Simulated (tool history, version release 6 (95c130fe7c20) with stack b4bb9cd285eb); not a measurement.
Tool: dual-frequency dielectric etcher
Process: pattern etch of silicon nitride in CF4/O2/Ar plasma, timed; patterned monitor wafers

run    day  source power (kW)  bias power (kW)  Ar flow (sccm)  CF4 flow (sccm)  etch time (s)  mean etch depth across the wafer (nm)
  1      0                0.6            0.035             105              119           51.5                                 92.195
  2  0.104                0.6            0.035             105              119             47                                 84.133
  3    0.4                0.6            0.035             105              119           51.5                                 92.611
  4  0.704               0.65            0.035             105              119           51.5                                 100.36
  5  0.875               0.63            0.035             105              119           51.5                                 97.148
  6  1.029               0.61            0.035             105              119           51.5                                 93.625

Run 7 comes next. What will it give?
  7  1.354               0.59            0.035             105              119           51.5                                      ?

Run 7 gave mean etch depth across the wafer (nm) 91.077.
